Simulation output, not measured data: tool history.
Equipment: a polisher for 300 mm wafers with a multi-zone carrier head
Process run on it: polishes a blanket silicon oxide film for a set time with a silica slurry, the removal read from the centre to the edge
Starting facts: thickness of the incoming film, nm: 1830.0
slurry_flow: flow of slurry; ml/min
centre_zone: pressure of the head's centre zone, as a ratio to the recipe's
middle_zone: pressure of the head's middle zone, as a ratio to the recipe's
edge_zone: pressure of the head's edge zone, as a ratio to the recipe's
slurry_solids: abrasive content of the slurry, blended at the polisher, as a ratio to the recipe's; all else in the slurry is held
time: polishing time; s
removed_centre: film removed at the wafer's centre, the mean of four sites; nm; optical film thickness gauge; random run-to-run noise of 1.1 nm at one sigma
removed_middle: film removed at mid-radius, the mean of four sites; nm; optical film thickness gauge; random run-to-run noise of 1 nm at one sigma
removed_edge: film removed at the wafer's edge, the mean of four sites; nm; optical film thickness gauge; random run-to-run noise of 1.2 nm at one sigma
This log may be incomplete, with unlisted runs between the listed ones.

Run 1, hour 0.0: slurry_flow 245 ml/min, centre_zone 1.00, middle_zone 1.00, edge_zone 1.00, slurry_solids 1.00, time 67 s. Result: removed_centre 183.26 nm, removed_middle 171.63 nm, removed_edge 172.96 nm.
Run 2, hour 7.1: slurry_flow 220 ml/min, centre_zone 1.00, middle_zone 1.00, edge_zone 1.00, slurry_solids 1.00, time 67 s. Result: removed_centre 177.45 nm, removed_middle 172.44 nm, removed_edge 172.25 nm.
Run 3, hour 15.2: slurry_flow 280 ml/min, centre_zone 1.00, middle_zone 1.00, edge_zone 1.00, slurry_solids 1.00, time 67 s. Result: removed_centre 185.07 nm, removed_middle 175.48 nm, removed_edge 177.12 nm.
Run 4, hour 19.2: slurry_flow 280 ml/min, centre_zone 1.00, middle_zone 1.07, edge_zone 1.00, slurry_solids 1.00, time 67 s. Result: removed_centre 186.30 nm, removed_middle 188.04 nm, removed_edge 176.63 nm.
Run 5, hour 27.2: slurry_flow 280 ml/min, centre_zone 1.00, middle_zone 1.07, edge_zone 1.00, slurry_solids 1.10, time 67 s. Result: removed_centre 193.11 nm, removed_middle 193.76 nm, removed_edge 184.13 nm.
Run 6, hour 28.0: slurry_flow 265 ml/min, centre_zone 0.99, middle_zone 1.05, edge_zone 0.96, slurry_solids 0.95, time 67 s. Result: removed_centre 177.20 nm, removed_middle 178.07 nm, removed_edge 166.02 nm.
Run 7, hour 30.7: slurry_flow 250 ml/min, centre_zone 0.98, middle_zone 1.03, edge_zone 0.92, slurry_solids 0.90, time 67 s. Result: removed_centre 169.82 nm, removed_middle 170.12 nm, removed_edge 162.02 nm.
Run 8, hour 36.4: slurry_flow 240 ml/min, centre_zone 0.99, middle_zone 1.03, edge_zone 0.90, slurry_solids 0.80, time 67 s. Result: removed_centre 162.26 nm, removed_middle 161.40 nm, removed_edge 152.48 nm.
Run 9, hour 38.5: slurry_flow 235 ml/min, centre_zone 1.00, middle_zone 1.03, edge_zone 0.88, slurry_solids 0.75, time 67 s. Result: removed_centre 158.33 nm, removed_middle 155.44 nm, removed_edge 146.04 nm.

Run 10 is up next; what results do you expect?
Run 10, hour 46.7: slurry_flow 235 ml/min, centre_zone 1.00, middle_zone 1.03, edge_zone 0.88, slurry_solids 0.75, time 67 s. Result: removed_centre ?, removed_middle ?, removed_edge ?.

{"run 10": {"removed_centre": 158.54, "removed_middle": 158.72, "removed_edge": 145.63}}
